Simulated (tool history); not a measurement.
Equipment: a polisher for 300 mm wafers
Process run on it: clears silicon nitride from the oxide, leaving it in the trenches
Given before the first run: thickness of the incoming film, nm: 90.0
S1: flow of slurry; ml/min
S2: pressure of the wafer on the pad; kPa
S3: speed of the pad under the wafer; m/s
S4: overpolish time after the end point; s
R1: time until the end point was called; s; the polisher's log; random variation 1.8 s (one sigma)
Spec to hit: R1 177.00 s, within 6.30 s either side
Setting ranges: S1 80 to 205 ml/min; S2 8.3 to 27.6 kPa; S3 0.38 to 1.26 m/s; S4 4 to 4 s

Run 1, hour 0.0: S1 135 ml/min, S2 17.9 kPa, S3 0.82 m/s, S4 4 s. Result: R1 118.00 s.
Run 2, hour 1.4: S1 130 ml/min, S2 16.5 kPa, S3 0.82 m/s, S4 4 s. Result: R1 129.68 s.
Run 3, hour 4.1: S1 125 ml/min, S2 15.9 kPa, S3 0.82 m/s, S4 4 s. Result: R1 134.68 s.
Run 4, hour 11.6: S1 125 ml/min, S2 15.9 kPa, S3 0.92 m/s, S4 4 s. Result: R1 121.00 s.
Run 5, hour 16.2: S1 120 ml/min, S2 14.5 kPa, S3 0.92 m/s, S4 4 s. Result: R1 132.23 s.
Run 6, hour 20.9: S1 120 ml/min, S2 14.5 kPa, S3 0.92 m/s, S4 4 s. Result: R1 137.75 s.
Run 7, hour 29.6: S1 115 ml/min, S2 13.8 kPa, S3 0.92 m/s, S4 4 s. Result: R1 143.50 s.
Run 8, hour 32.1: S1 110 ml/min, S2 13.1 kPa, S3 0.92 m/s, S4 4 s. Result: R1 152.74 s.
Run 9, hour 39.6: S1 105 ml/min, S2 13.1 kPa, S3 0.92 m/s, S4 4 s. Result: R1 151.98 s.
Run 10, hour 40.7: S1 100 ml/min, S2 12.4 kPa, S3 0.92 m/s, S4 4 s. Result: R1 162.79 s.
Run 11, hour 48.6: S1 95 ml/min, S2 12.4 kPa, S3 0.92 m/s, S4 4 s. Result: R1 167.84 s.

Pick the move, out of 5, that brings all results within their allowed miss; only one does.
Run A, hour 56.5: S1 85 ml/min, S2 10.3 kPa, S3 0.98 m/s, S4 4 s. Result: R1 ?.
Run B, hour 56.5: S1 80 ml/min, S2 13.1 kPa, S3 0.88 m/s, S4 4 s. Result: R1 ?.
Run C, hour 56.5: S1 120 ml/min, S2 11.0 kPa, S3 0.98 m/s, S4 4 s. Result: R1 ?.
Run D, hour 56.5: S1 80 ml/min, S2 13.8 kPa, S3 0.76 m/s, S4 4 s. Result: R1 ?.
Run E, hour 56.5: S1 100 ml/min, S2 9.7 kPa, S3 0.96 m/s, S4 4 s. Result: R1 ?.

move      R1
   A  192.11
   B  173.48
   C  163.41
   D  189.41
   E  198.48
A: carries the result that was furthest off beyond its target, to the other side
B: meets every target
C: misses by more than the last run did
D: carries the result that was furthest off beyond its target, to the other side
E: carries the result that was furthest off beyond its target, to the other side
Correct choice: B, which meets every target
